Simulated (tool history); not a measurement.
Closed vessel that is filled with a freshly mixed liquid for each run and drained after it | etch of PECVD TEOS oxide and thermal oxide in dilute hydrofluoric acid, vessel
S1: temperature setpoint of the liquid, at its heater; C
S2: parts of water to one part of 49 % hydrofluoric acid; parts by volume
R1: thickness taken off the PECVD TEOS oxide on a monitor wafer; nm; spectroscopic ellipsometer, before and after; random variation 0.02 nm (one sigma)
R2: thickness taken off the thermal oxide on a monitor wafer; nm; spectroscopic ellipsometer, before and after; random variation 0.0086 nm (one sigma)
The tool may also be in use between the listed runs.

Run 1, hour 0.0: S1 22.0 C, S2 165 parts by volume, time in the liquid (s) 75. Result: R1 8.5131 nm, R2 1.90790 nm.
Run 2, hour 6.9: S1 20.5 C, S2 200 parts by volume, time in the liquid (s) 75. Result: R1 6.3559 nm, R2 1.41080 nm.
Run 3, hour 10.2: S1 20.5 C, S2 235 parts by volume, time in the liquid (s) 75. Result: R1 5.3093 nm, R2 1.18060 nm.
Run 4, hour 11.9: S1 19.5 C, S2 255 parts by volume, time in the liquid (s) 75. Result: R1 4.5946 nm, R2 1.00000 nm.
Run 5, hour 19.7: S1 19.5 C, S2 275 parts by volume, time in the liquid (s) 75. Result: R1 4.1626 nm, R2 0.91417 nm.
Run 6, hour 25.1: S1 19.5 C, S2 275 parts by volume, time in the liquid (s) 50. Result: R1 2.7920 nm, R2 0.61357 nm.
Run 7, hour 32.0: S1 19.5 C, S2 275 parts by volume, time in the liquid (s) 50. Result: R1 2.7980 nm, R2 0.61890 nm.

Forecast run 8:
Run 8, hour 38.7: S1 20.0 C, S2 275 parts by volume, time in the liquid (s) 50. Result: R1 ?, R2 ?.

{"run 8": {"R1": 2.8465, "R2": 0.63979}}
